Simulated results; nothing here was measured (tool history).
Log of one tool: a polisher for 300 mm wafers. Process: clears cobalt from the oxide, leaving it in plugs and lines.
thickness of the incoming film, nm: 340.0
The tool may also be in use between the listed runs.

run	hour	flow of slurry (ml/min)	pressure of the wafer on the pad (kPa)	speed of the pad under the wafer (cm/s)	overpolish time after the end point (s)	time until the end point was called (s)	dishing of a wide line in a test structure (angstrom)
1	0.0	180	12.4	124	27	61.069	331.95
2	6.3	180	12.4	96	27	78.025	320.79
3	11.6	175	10.3	88	30	101.390	317.44
4	18.4	155	10.3	88	30	105.110	320.03
5	19.8	150	9.0	86	30	120.840	303.83
6	27.2	150	11.7	86	30	96.664	318.46
7	31.1	145	10.3	84	34	111.320	323.60

Forecast run 8:
8	38.0	140	9.0	82	35	?	?

time until the end point was called (s): 127.040
dishing of a wide line in a test structure (angstrom): 314.77
